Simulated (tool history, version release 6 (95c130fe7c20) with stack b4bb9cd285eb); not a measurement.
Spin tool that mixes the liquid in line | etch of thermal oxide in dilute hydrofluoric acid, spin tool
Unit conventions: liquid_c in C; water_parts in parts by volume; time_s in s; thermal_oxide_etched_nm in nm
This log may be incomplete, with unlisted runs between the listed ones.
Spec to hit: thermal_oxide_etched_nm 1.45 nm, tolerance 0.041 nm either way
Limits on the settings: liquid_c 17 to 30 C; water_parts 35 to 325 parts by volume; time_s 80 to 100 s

run  hour  liquid_c  water_parts  time_s  thermal_oxide_etched_nm
  1     0        22          180     100                   2.0921
  2   1.9        22          180     100                   2.0966
  3     7        22          180     100                   2.1102
  4    15        21          185     100                   1.9797
  5    20      20.5          190     100                   1.8533
  6  23.8        20          195     100                   1.7903
  7  32.8      19.5          200     100                   1.6876
  8  41.2        19          200     100                    1.662
  9  42.1        19          200     100                   1.6581
 10  43.2      18.5          200     100                   1.5978
 11  43.9      18.5          200     100                   1.6305
 12  52.2        18          200     100                   1.5694
 13  53.4      17.5          205     100                   1.5271

Of the 5 settings listed for the next run, only one would bring every result within its allowed miss of target. Which one?
  A  54.6        17          210     100                        ?
  B  54.6      18.5          210     100                        ?
  C  54.6      17.5          195     100                        ?
  D  54.6      18.5          195      80                        ?
  E  54.6        21          175      80                        ?

move  thermal_oxide_etched_nm
   A                   1.4489
   B                    1.537
   C                   1.6137
   D                   1.3431
   E                   1.6832
A: meets every target
B: further off than the last run
C: further off than the last run
D: takes the biggest miss from the last run beyond its target
E: further off than the last run
A is the move that brings every result within its allowed miss.

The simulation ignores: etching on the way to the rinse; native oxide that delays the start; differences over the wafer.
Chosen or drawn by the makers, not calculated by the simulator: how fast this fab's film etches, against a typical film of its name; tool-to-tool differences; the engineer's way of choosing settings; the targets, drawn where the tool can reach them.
